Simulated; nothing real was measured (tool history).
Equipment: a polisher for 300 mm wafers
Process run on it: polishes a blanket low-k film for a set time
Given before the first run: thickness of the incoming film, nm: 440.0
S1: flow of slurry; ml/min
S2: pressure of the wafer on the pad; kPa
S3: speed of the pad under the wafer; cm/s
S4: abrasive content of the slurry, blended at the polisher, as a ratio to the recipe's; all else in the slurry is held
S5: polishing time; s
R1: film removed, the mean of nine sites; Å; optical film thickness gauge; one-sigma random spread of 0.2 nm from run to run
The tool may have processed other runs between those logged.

run  hour   S1   S2   S3   S4  S5      R1
  1   0.0  185  9.7  102  1.0  69  203.31
  2   2.8  140  9.7  102  1.0  69  199.07
  3   5.0  140  9.0  102  1.0  69  184.92
  4   7.1  140  7.6  102  1.0  69  166.73
  5  13.5  140  7.6  102  1.2  69  179.05
  6  21.6  180  7.6  102  1.2  69  193.10

Run 7, settings as shown, results not yet in. Your forecast:
  7  24.4  175  6.9  102  1.2  69   ?

R1: 176.99 Å

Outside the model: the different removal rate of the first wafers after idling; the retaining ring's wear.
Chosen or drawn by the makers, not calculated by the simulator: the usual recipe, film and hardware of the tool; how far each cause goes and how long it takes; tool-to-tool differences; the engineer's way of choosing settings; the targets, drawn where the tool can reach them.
